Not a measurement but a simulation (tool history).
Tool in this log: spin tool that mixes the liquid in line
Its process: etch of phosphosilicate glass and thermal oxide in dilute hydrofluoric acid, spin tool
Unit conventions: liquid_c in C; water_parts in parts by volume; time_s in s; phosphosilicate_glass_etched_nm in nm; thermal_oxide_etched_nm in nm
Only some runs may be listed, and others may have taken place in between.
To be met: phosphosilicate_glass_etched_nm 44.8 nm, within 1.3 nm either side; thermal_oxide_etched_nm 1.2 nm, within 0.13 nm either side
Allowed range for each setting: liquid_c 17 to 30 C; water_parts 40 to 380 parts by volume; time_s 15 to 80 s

run  hour  liquid_c  water_parts  time_s  phosphosilicate_glass_etched_nm  thermal_oxide_etched_nm
  1     0        22          210      40                           24.369                  0.69686
  2   2.2        20          210      40                           22.835                  0.59962
  3   5.5        20          210      30                           17.013                  0.44987
  4   7.7      20.5          190      30                           19.668                  0.52139
  5  14.5        21          175      30                           22.034                   0.5966
  6  18.7        21          250      30                            14.49                  0.39811
  7  25.3      21.5          225      30                           16.788                  0.45792
  8  32.2        22          205      30                           19.174                  0.50248
  9  37.1        23          190      30                           21.408                  0.59139
 10  44.2      23.5          175      30                           24.853                  0.65629
 11  47.4      24.5          170      30                           26.088                  0.71325
 12  49.5        25          160      30                           28.967                  0.73966
 13  54.6      26.5           95      35                           65.868                   1.8055
 14  62.4      25.5           95      35                           62.254                   1.7032
 15  66.4      24.5           95      35                           60.039                   1.6142
 16  72.9      23.5           95      35                            57.45                   1.5773
 17  73.4      22.5           95      35                           54.712                   1.4205

Below are 4 possible settings for the next run. Only one of them brings all results inside the allowed miss of their targets. Which is it?
  A  73.9      22.5          115      35                                ?                        ?
  B  73.9        24          105      40                                ?                        ?
  C  73.9      26.5           80      30                                ?                        ?
  D  73.9      22.5          115      40                                ?                        ?

move  phosphosilicate_glass_etched_nm  thermal_oxide_etched_nm
   A                           45.064                   1.1128
   B                           60.575                   1.4958
   C                           67.941                   1.6777
   D                           51.502                   1.2718
A: each result inside its tolerance
B: the biggest miss grows against the last run
C: the biggest miss grows against the last run
D: an improvement on the last run, though not all results are within tolerance
Correct choice: A, which meets every target

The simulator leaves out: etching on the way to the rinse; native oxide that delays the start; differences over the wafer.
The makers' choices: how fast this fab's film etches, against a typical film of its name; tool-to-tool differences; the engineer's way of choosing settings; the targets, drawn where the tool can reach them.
